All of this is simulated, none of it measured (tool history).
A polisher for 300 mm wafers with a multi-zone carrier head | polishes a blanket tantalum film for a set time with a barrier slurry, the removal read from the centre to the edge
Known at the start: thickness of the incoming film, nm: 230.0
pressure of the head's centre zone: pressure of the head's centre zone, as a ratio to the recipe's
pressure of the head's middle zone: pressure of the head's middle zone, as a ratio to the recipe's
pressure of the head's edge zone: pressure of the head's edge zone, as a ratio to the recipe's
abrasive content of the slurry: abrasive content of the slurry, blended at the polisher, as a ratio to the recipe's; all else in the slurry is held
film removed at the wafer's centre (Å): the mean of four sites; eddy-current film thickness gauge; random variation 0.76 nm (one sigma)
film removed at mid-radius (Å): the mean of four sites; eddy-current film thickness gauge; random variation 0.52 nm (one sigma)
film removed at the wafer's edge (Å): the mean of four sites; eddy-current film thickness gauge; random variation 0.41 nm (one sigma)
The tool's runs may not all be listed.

run,day,flow of slurry (ml/min),pressure of the head's centre zone,pressure of the head's middle zone,pressure of the head's edge zone,abrasive content of the slurry,polishing time (s),film removed at the wafer's centre (Å),film removed at mid-radius (Å),film removed at the wafer's edge (Å)
1,0,145,1,1,1,1,40,605.29,620.64,629.15
2,0.071,145,1,1,1.04,1,40,606.42,622.69,643.95
3,0.112,140,1,0.99,1.01,0.95,40,602.67,600.08,624.27
4,0.292,140,1,0.93,1.01,0.95,40,600.1,576.64,634.74
5,0.654,140,1,0.93,1.01,1.05,40,608.64,584.84,638.55
6,0.892,140,1,0.93,0.96,1.05,40,609.91,584.93,631.98
7,0.975,135,1,0.94,0.94,1,40,587.8,585.89,612.36
8,1.042,130,1.01,0.94,0.92,0.95,40,587.94,566.32,596.62
9,1.142,125,1.01,0.95,0.9,0.95,40,576.6,573.32,590.37
10,1.512,125,1.01,0.95,0.89,0.9,40,586.26,576.64,579.9

Run 11 comes next. What will it give?
11,1.758,120,1.01,0.95,0.88,0.85,40,?,?,?

{"run 11": {"film removed at the wafer's centre (Å)": 571.93, "film removed at mid-radius (Å)": 554.31, "film removed at the wafer's edge (Å)": 558.4}}

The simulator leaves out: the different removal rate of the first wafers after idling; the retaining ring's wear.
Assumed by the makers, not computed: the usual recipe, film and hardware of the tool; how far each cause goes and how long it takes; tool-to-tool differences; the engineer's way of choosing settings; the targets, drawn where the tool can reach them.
